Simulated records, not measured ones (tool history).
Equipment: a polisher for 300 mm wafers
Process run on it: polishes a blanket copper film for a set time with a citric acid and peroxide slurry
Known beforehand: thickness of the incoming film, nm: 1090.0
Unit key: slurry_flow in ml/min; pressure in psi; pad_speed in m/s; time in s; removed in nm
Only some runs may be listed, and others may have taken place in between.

| run | hour | slurry_flow | pressure | pad_speed | slurry_solids | time | removed |
|---|---|---|---|---|---|---|---|
| 1 | 0 | 270 | 3.4 | 0.92 | 1 | 75 | 184.58 |
| 2 | 6.2 | 270 | 3.4 | 0.92 | 1.1 | 75 | 191.65 |
| 3 | 10.5 | 270 | 3.4 | 1.04 | 1.1 | 75 | 217.25 |
| 4 | 19.2 | 270 | 2.8 | 0.96 | 1.1 | 75 | 168.73 |
| 5 | 24.9 | 270 | 2.8 | 0.96 | 0.95 | 75 | 164.54 |
| 6 | 30.5 | 270 | 2.8 | 1.18 | 0.95 | 75 | 198.98 |
| 7 | 31.6 | 265 | 2.4 | 1.06 | 0.95 | 75 | 161.39 |

For run 8, what comes out?
| 8 | 33.9 | 265 | 2.1 | 0.96 | 0.95 | 75 | ? |

Run 8 yielded removed 129.59 nm.

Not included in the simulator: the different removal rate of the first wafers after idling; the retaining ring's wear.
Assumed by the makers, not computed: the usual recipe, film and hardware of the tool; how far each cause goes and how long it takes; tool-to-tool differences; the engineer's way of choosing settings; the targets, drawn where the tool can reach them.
